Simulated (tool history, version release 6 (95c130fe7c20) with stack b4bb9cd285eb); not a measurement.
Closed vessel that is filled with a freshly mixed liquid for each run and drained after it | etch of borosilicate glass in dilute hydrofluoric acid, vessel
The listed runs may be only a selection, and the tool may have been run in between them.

| run | hour | temperature setpoint of the liquid (C) | parts of water to one part of 49 % hydrofluoric acid (parts by volume) | time in the liquid (s) | thickness taken off the borosilicate glass on a monitor wafer (Å) |
|---|---|---|---|---|---|
| 1 | 0.0 | 24.0 | 290 | 880 | 391.69 |
| 2 | 5.3 | 25.5 | 290 | 880 | 413.36 |
| 3 | 11.2 | 26.0 | 270 | 880 | 455.84 |
| 4 | 17.2 | 26.5 | 250 | 880 | 513.43 |
| 5 | 17.7 | 27.0 | 235 | 880 | 564.41 |
| 6 | 21.8 | 27.0 | 275 | 880 | 462.95 |
| 7 | 30.7 | 27.5 | 260 | 880 | 499.41 |

For run 8, what comes out?
| 8 | 37.8 | 28.0 | 245 | 880 | ? |

{"run 8": {"thickness taken off the borosilicate glass on a monitor wafer (Å)": 552.5}}
